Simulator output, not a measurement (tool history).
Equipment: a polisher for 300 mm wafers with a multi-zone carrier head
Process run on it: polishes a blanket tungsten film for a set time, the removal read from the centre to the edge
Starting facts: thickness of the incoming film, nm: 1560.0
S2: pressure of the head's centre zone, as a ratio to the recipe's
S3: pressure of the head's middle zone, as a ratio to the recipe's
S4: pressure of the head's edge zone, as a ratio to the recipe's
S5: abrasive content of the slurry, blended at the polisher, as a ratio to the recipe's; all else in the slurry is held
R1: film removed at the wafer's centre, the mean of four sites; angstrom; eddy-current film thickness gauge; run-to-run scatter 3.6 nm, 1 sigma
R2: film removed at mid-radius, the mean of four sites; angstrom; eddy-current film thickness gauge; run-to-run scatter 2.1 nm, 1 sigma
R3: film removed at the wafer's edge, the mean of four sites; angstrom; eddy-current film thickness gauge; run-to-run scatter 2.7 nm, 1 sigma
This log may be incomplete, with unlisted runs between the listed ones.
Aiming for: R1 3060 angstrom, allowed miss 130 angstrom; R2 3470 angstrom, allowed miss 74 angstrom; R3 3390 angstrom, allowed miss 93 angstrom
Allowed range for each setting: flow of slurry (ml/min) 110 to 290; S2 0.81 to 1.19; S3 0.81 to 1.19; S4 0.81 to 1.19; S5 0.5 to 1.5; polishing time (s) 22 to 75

run 1 day=0 | flow_of_slurry_(ml/min)=185 S2=1 S3=1 S4=1 S5=1 polishing_time_(s)=48 | R1=3174.2 R2=3110.9 R3=3207.2
run 2 day=0.183 | flow_of_slurry_(ml/min)=185 S2=1.08 S3=1 S4=1 S5=1 polishing_time_(s)=48 | R1=3396 R2=3168.8 R3=3174
run 3 day=0.325 | flow_of_slurry_(ml/min)=185 S2=1.08 S3=1 S4=1 S5=0.8 polishing_time_(s)=48 | R1=3155.6 R2=2970.9 R3=2946.9
run 4 day=0.542 | flow_of_slurry_(ml/min)=185 S2=1.02 S3=1 S4=1 S5=0.8 polishing_time_(s)=48 | R1=3036.3 R2=2929.5 R3=2979.9
run 5 day=0.733 | flow_of_slurry_(ml/min)=205 S2=1 S3=1.04 S4=1.04 S5=0.8 polishing_time_(s)=48 | R1=3054.9 R2=3049.1 R3=2991.7
run 6 day=1.071 | flow_of_slurry_(ml/min)=205 S2=1 S3=1.04 S4=1.04 S5=0.8 polishing_time_(s)=58 | R1=3605.3 R2=3697 R3=3682.7
run 7 day=1.396 | flow_of_slurry_(ml/min)=190 S2=0.97 S3=1.05 S4=1.02 S5=0.75 polishing_time_(s)=58 | R1=3380.5 R2=3592.6 R3=3552.6
run 8 day=1.458 | flow_of_slurry_(ml/min)=180 S2=0.96 S3=1.06 S4=1.01 S5=0.75 polishing_time_(s)=58 | R1=3277.7 R2=3639.5 R3=3504.9

Which of these 5 next moves meets every target?
run A day=1.521 | flow_of_slurry_(ml/min)=195 S2=1 S3=1.03 S4=1.07 S5=0.65 polishing_time_(s)=57 | R1=? R2=? R3=?
run B day=1.521 | flow_of_slurry_(ml/min)=175 S2=1.07 S3=1.14 S4=0.95 S5=0.75 polishing_time_(s)=59 | R1=? R2=? R3=?
run C day=1.521 | flow_of_slurry_(ml/min)=165 S2=0.92 S3=1.06 S4=1.03 S5=0.7 polishing_time_(s)=57 | R1=? R2=? R3=?
run D day=1.521 | flow_of_slurry_(ml/min)=160 S2=1 S3=1.05 S4=1.04 S5=0.7 polishing_time_(s)=57 | R1=? R2=? R3=?
run E day=1.521 | flow_of_slurry_(ml/min)=200 S2=0.84 S3=1.06 S4=1.07 S5=0.7 polishing_time_(s)=55 | R1=? R2=? R3=?

move=A R1=3302.8 R2=3391.3 R3=3379.3
move=B R1=3779.2 R2=3924 R3=3419.8
move=C R1=3040.3 R2=3480.8 R3=3345
move=D R1=3291.9 R2=3440.2 R3=3351.5
move=E R1=2747.9 R2=3440 R3=3346.4
A: moves the result that the last run missed by most past its target, out the other side
B: its largest miss is bigger than the last run's
C: all results land within tolerance of their targets
D: puts the biggest miss on target and leaves a different result outside tolerance
E: puts the biggest miss on target and leaves a different result outside tolerance
So the answer is move C, the one that meets all the targets.
